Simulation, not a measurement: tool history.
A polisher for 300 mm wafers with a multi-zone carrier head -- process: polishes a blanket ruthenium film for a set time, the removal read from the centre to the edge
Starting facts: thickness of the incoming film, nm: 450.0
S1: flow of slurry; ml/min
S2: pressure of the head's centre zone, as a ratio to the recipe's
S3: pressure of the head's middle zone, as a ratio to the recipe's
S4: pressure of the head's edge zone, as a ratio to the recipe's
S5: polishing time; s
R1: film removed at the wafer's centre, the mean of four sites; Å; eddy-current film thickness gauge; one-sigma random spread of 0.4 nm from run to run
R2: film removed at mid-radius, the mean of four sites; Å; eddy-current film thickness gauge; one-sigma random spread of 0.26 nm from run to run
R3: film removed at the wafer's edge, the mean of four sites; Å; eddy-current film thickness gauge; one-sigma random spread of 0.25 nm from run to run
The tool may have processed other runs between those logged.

run  hour   S1    S2    S3    S4  S5      R1      R2      R3
  1   0.0  235  1.00  1.00  1.00  35  314.36  328.52  316.03
  2   6.0  235  1.00  1.00  1.00  28  259.40  260.39  250.97
  3  10.4  235  1.00  1.00  0.94  28  254.79  262.14  243.83
  4  17.1  240  1.03  1.00  0.97  29  274.44  266.37  260.24
  5  24.8  240  1.03  0.96  0.97  29  272.83  261.31  255.79
  6  26.7  240  1.03  1.04  0.97  29  277.09  275.57  259.11
  7  28.6  245  1.05  1.05  1.00  29  277.71  288.91  263.08

Expected results for the next run?
  8  29.7  250  1.07  1.02  1.00  30   ?   ?   ?

{"run 8": {"R1": 298.96, "R2": 285.31, "R3": 271.45}}

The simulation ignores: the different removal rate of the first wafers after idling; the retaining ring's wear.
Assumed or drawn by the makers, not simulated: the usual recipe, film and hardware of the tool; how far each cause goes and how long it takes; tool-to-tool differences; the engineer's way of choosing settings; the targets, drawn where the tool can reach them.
